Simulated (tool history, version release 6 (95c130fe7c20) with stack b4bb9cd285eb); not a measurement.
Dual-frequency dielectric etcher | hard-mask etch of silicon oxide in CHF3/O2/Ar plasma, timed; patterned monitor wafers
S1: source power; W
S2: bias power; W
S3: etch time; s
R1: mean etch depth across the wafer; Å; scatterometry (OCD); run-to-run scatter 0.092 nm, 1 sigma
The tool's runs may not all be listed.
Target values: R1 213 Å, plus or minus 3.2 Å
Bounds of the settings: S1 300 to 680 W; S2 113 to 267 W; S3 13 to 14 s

run	hour	S1	S2	S3	R1
1	0	490	190	14	258.31
2	1.6	490	217	14	272.27
3	4.6	490	245	14	285.8
4	8	450	245	14	276.84
5	12.7	450	245	14	275.94
6	19.8	410	224	14	256.86
7	28.4	380	209	14	242.83
8	37.3	360	200	14	231.25
9	45.8	340	196	14	224.46

Next run, 4 choices. One meets every target within its allowed miss, the rest don't. Which?
A	54.3	340	155	14	?
B	54.3	330	197	13.5	?
C	54.3	340	192	13	?
D	54.3	370	203	14	?

move	R1
A	202.27
B	212.33
C	204.9
D	233.92
A: takes the result that was furthest off past its target
B: meets every target
C: takes the result that was furthest off past its target
D: the biggest miss grows against the last run
Correct choice: B, which meets every target

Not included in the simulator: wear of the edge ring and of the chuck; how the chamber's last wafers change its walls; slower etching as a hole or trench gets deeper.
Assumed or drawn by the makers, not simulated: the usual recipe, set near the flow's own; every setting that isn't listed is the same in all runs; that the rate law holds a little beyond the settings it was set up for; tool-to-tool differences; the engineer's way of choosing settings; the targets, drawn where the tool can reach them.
